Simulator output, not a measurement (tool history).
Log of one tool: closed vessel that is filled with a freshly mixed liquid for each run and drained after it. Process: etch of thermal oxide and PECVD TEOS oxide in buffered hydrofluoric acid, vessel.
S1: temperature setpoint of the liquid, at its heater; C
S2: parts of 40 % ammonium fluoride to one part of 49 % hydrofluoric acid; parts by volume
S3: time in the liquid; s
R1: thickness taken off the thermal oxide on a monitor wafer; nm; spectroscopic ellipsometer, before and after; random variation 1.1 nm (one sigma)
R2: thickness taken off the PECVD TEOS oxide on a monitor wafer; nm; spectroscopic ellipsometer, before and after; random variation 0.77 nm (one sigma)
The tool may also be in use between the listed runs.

run    day    S1   S2  S3      R1      R2
  1      0    24  7.5  60  97.033  94.863
  2  0.242    24  7.5  40  64.605  63.181
  3  0.604  21.5  7.5  40  56.232   54.89
  4  0.758  21.5  7.5  60  83.364  82.756
  5  1.054    25    7  60  110.08  108.02
  6  1.242    25    7  75  135.88  134.49

Run 7 comes next. What will it give?
  7  1.3  26   7  75   ?   ?

R1: 144.38 nm
R2: 142.66 nm
